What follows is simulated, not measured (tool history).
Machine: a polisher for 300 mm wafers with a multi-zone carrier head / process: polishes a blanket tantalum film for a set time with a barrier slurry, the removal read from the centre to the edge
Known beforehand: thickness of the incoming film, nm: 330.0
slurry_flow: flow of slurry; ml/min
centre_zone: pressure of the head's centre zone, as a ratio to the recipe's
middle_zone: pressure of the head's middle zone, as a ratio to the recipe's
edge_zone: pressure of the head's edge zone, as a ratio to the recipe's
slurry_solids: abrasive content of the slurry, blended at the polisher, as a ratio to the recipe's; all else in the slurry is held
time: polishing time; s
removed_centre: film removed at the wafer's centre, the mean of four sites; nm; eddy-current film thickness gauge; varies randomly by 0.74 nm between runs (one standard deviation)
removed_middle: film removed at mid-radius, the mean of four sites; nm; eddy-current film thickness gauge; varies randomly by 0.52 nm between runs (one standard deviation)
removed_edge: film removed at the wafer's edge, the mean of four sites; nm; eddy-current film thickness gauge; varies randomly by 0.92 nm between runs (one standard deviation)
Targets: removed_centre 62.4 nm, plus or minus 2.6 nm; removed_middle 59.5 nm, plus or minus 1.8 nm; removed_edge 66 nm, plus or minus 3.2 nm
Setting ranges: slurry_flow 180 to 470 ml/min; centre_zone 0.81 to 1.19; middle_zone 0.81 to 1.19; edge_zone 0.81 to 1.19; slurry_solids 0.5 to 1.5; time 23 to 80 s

run 1 day=0 | slurry_flow=300 centre_zone=1 middle_zone=1 edge_zone=1 slurry_solids=1 time=51 | removed_centre=113.29 removed_middle=110.85 removed_edge=115.76
run 2 day=0.179 | slurry_flow=300 centre_zone=0.99 middle_zone=0.98 edge_zone=0.98 slurry_solids=0.9 time=48 | removed_centre=102.11 removed_middle=97.772 removed_edge=101.2
run 3 day=0.217 | slurry_flow=295 centre_zone=0.96 middle_zone=0.95 edge_zone=0.97 slurry_solids=0.85 time=47 | removed_centre=94.465 removed_middle=92.963 removed_edge=96.116
run 4 day=0.454 | slurry_flow=295 centre_zone=0.96 middle_zone=0.95 edge_zone=0.97 slurry_solids=0.7 time=47 | removed_centre=86.31 removed_middle=85.089 removed_edge=89.67
run 5 day=0.775 | slurry_flow=295 centre_zone=0.96 middle_zone=0.95 edge_zone=1.04 slurry_solids=0.7 time=47 | removed_centre=85.499 removed_middle=85.23 removed_edge=91.925
run 6 day=0.817 | slurry_flow=365 centre_zone=0.96 middle_zone=0.95 edge_zone=1.04 slurry_solids=0.7 time=47 | removed_centre=87.377 removed_middle=85.324 removed_edge=93.946
run 7 day=1.15 | slurry_flow=360 centre_zone=0.95 middle_zone=0.94 edge_zone=1.03 slurry_solids=0.65 time=45 | removed_centre=80.594 removed_middle=77.963 removed_edge=84.698
run 8 day=1.283 | slurry_flow=360 centre_zone=0.94 middle_zone=0.92 edge_zone=1.02 slurry_solids=0.65 time=44 | removed_centre=77.967 removed_middle=74.888 removed_edge=83.786
run 9 day=1.65 | slurry_flow=355 centre_zone=0.93 middle_zone=0.91 edge_zone=1 slurry_solids=0.65 time=43 | removed_centre=73.682 removed_middle=72.558 removed_edge=79.135
run 10 day=1.95 | slurry_flow=355 centre_zone=0.93 middle_zone=0.9 edge_zone=0.99 slurry_solids=0.65 time=43 | removed_centre=72.886 removed_middle=71.259 removed_edge=80.36
run 11 day=2.062 | slurry_flow=350 centre_zone=0.93 middle_zone=0.9 edge_zone=0.97 slurry_solids=0.65 time=42 | removed_centre=73.091 removed_middle=70.517 removed_edge=77.778
run 12 day=2.417 | slurry_flow=350 centre_zone=0.92 middle_zone=0.89 edge_zone=0.96 slurry_solids=0.65 time=42 | removed_centre=72.604 removed_middle=68.964 removed_edge=75.367
run 13 day=2.738 | slurry_flow=350 centre_zone=0.91 middle_zone=0.88 edge_zone=0.95 slurry_solids=0.65 time=42 | removed_centre=69.572 removed_middle=68.918 removed_edge=74.539
run 14 day=3.042 | slurry_flow=350 centre_zone=0.91 middle_zone=0.87 edge_zone=0.94 slurry_solids=0.65 time=42 | removed_centre=71.18 removed_middle=68.183 removed_edge=75.791
run 15 day=3.217 | slurry_flow=350 centre_zone=0.91 middle_zone=0.86 edge_zone=0.93 slurry_solids=0.65 time=42 | removed_centre=72.055 removed_middle=68.593 removed_edge=77.204
run 16 day=3.517 | slurry_flow=350 centre_zone=0.91 middle_zone=0.86 edge_zone=0.92 slurry_solids=0.65 time=42 | removed_centre=71.489 removed_middle=67.826 removed_edge=77.232
run 17 day=3.762 | slurry_flow=340 centre_zone=0.9 middle_zone=0.85 edge_zone=0.82 slurry_solids=0.5 time=38 | removed_centre=54.218 removed_middle=51.836 removed_edge=54.627
run 18 day=4.021 | slurry_flow=340 centre_zone=0.91 middle_zone=0.86 edge_zone=0.85 slurry_solids=0.5 time=38 | removed_centre=54.333 removed_middle=52.427 removed_edge=56.698
run 19 day=4.15 | slurry_flow=340 centre_zone=0.92 middle_zone=0.87 edge_zone=0.87 slurry_solids=0.5 time=38 | removed_centre=56.062 removed_middle=52.163 removed_edge=55.814
run 20 day=4.467 | slurry_flow=340 centre_zone=0.92 middle_zone=0.87 edge_zone=0.89 slurry_solids=0.5 time=38 | removed_centre=55.316 removed_middle=53.043 removed_edge=57.202
run 21 day=4.758 | slurry_flow=345 centre_zone=0.92 middle_zone=0.88 edge_zone=0.91 slurry_solids=0.5 time=38 | removed_centre=55.27 removed_middle=52.635 removed_edge=58.599
run 22 day=4.917 | slurry_flow=350 centre_zone=0.92 middle_zone=0.89 edge_zone=0.92 slurry_solids=0.5 time=38 | removed_centre=54.435 removed_middle=53.325 removed_edge=58.423
run 23 day=5.075 | slurry_flow=350 centre_zone=0.93 middle_zone=0.89 edge_zone=0.93 slurry_solids=0.5 time=38 | removed_centre=54.976 removed_middle=53.163 removed_edge=58.15
run 24 day=5.308 | slurry_flow=350 centre_zone=0.93 middle_zone=0.89 edge_zone=0.94 slurry_solids=0.5 time=38 | removed_centre=55.565 removed_middle=54.405 removed_edge=59.354
run 25 day=5.617 | slurry_flow=350 centre_zone=0.93 middle_zone=0.89 edge_zone=0.94 slurry_solids=0.5 time=38 | removed_centre=55.915 removed_middle=53.232 removed_edge=59.549
run 26 day=5.738 | slurry_flow=365 centre_zone=0.99 middle_zone=0.96 edge_zone=1.04 slurry_solids=0.7 time=38 | removed_centre=71.713 removed_middle=69.432 removed_edge=75.592

Of the 4 settings listed for the next run, only one would bring every result within its allowed miss of target. Which one?
run A day=5.858 | slurry_flow=265 centre_zone=0.88 middle_zone=1.1 edge_zone=0.99 slurry_solids=0.6 time=46 | removed_centre=? removed_middle=? removed_edge=?
run B day=5.858 | slurry_flow=385 centre_zone=1.05 middle_zone=0.87 edge_zone=1.11 slurry_solids=0.75 time=38 | removed_centre=? removed_middle=? removed_edge=?
run C day=5.858 | slurry_flow=450 centre_zone=1.01 middle_zone=0.97 edge_zone=1.14 slurry_solids=0.85 time=29 | removed_centre=? removed_middle=? removed_edge=?
run D day=5.858 | slurry_flow=335 centre_zone=0.92 middle_zone=1.19 edge_zone=0.94 slurry_solids=0.85 time=34 | removed_centre=? removed_middle=? removed_edge=?

move=A removed_centre=70.229 removed_middle=84.277 removed_edge=77.666
move=B removed_centre=79.739 removed_middle=65.61 removed_edge=77.822
move=C removed_centre=62.393 removed_middle=58.362 removed_edge=63.871
move=D removed_centre=65.424 removed_middle=80.132 removed_edge=67.017
A: misses by more than the last run did
B: misses by more than the last run did
C: each result inside its tolerance
D: misses by more than the last run did
Answer: C

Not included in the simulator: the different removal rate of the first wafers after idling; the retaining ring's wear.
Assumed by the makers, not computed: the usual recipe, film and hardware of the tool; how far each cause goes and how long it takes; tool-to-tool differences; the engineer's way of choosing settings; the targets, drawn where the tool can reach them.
